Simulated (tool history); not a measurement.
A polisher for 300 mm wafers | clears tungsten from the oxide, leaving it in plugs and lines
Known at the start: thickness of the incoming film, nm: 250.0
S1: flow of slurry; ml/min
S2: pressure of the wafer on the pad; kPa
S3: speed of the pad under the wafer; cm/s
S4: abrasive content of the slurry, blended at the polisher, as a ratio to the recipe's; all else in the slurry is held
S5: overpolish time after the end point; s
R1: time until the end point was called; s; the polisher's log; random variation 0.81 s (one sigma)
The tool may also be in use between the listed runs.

Run 1, hour 0.0: S1 270 ml/min, S2 21.4 kPa, S3 142 cm/s, S4 1.0, S5 23 s. Result: R1 45.754 s.
Run 2, hour 1.7: S1 270 ml/min, S2 20.0 kPa, S3 142 cm/s, S4 1.0, S5 23 s. Result: R1 47.287 s.
Run 3, hour 6.4: S1 270 ml/min, S2 20.0 kPa, S3 168 cm/s, S4 1.0, S5 23 s. Result: R1 41.740 s.
Run 4, hour 15.2: S1 270 ml/min, S2 17.9 kPa, S3 166 cm/s, S4 1.0, S5 23 s. Result: R1 45.373 s.
Run 5, hour 23.9: S1 270 ml/min, S2 16.5 kPa, S3 164 cm/s, S4 1.0, S5 23 s. Result: R1 49.062 s.
At hour 28.4: slurry blender recalibrated.
Run 6, hour 28.4: S1 270 ml/min, S2 15.2 kPa, S3 164 cm/s, S4 1.0, S5 23 s. Result: R1 47.159 s.

The next listed run, before its measurement:
Run 7, hour 32.5: S1 270 ml/min, S2 13.8 kPa, S3 158 cm/s, S4 1.0, S5 23 s. Result: R1 ?.

Run 7 gave R1 52.706 s.
